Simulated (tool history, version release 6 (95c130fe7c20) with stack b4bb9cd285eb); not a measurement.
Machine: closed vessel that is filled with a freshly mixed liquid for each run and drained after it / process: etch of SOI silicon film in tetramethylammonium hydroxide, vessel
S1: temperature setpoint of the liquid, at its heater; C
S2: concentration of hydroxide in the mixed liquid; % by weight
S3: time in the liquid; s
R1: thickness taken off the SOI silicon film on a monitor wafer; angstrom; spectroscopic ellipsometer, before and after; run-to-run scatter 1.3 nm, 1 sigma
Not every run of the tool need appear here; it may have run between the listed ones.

run,hour,S1,S2,S3,R1
1,0.0,58.0,11.0,30,918.84
2,2.5,60.0,11.0,30,1019.20
3,7.2,60.0,9.5,30,1080.90
4,12.6,61.5,9.5,30,1199.10
5,14.7,62.5,9.5,30,1296.20
6,22.6,63.0,9.5,30,1313.40

Run 7 comes next. What will it give?
7,27.4,63.5,9.5,30,?

{"run 7": {"R1": 1374.5}}

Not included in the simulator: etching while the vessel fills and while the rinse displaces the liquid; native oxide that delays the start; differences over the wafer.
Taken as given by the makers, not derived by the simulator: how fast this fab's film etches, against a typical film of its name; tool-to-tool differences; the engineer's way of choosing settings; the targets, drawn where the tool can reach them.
